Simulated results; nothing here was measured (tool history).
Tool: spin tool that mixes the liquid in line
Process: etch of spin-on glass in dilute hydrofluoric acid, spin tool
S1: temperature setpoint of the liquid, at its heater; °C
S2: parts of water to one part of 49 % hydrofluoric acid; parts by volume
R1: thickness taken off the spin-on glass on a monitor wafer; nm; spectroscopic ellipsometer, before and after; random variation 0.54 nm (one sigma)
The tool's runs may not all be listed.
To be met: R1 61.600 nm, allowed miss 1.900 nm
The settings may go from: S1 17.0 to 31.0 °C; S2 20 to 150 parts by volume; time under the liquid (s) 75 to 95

Run 1, hour 0.0: S1 23.0 °C, S2 85 parts by volume, time under the liquid (s) 95. Result: R1 32.605 nm.
Run 2, hour 4.9: S1 25.0 °C, S2 85 parts by volume, time under the liquid (s) 95. Result: R1 34.992 nm.
Run 3, hour 7.3: S1 26.5 °C, S2 80 parts by volume, time under the liquid (s) 95. Result: R1 40.152 nm.
Run 4, hour 15.1: S1 27.5 °C, S2 75 parts by volume, time under the liquid (s) 95. Result: R1 44.639 nm.
Run 5, hour 21.1: S1 25.5 °C, S2 75 parts by volume, time under the liquid (s) 95. Result: R1 41.045 nm.
Run 6, hour 23.7: S1 24.0 °C, S2 75 parts by volume, time under the liquid (s) 95. Result: R1 39.380 nm.
Run 7, hour 29.6: S1 25.5 °C, S2 70 parts by volume, time under the liquid (s) 95. Result: R1 44.881 nm.
Run 8, hour 37.3: S1 27.0 °C, S2 70 parts by volume, time under the liquid (s) 95. Result: R1 47.903 nm.

Which of these 4 next moves meets every target?
Run A, hour 45.0: S1 27.0 °C, S2 50 parts by volume, time under the liquid (s) 95. Result: R1 ?.
Run B, hour 45.0: S1 26.0 °C, S2 50 parts by volume, time under the liquid (s) 95. Result: R1 ?.
Run C, hour 45.0: S1 29.0 °C, S2 60 parts by volume, time under the liquid (s) 95. Result: R1 ?.
Run D, hour 45.0: S1 25.0 °C, S2 45 parts by volume, time under the liquid (s) 90. Result: R1 ?.

move      R1
   A  68.721
   B  66.004
   C  61.105
   D  67.165
A: takes the result that was furthest off past its target
B: takes the result that was furthest off past its target
C: meets every target
D: takes the result that was furthest off past its target
Move C is the one to make.

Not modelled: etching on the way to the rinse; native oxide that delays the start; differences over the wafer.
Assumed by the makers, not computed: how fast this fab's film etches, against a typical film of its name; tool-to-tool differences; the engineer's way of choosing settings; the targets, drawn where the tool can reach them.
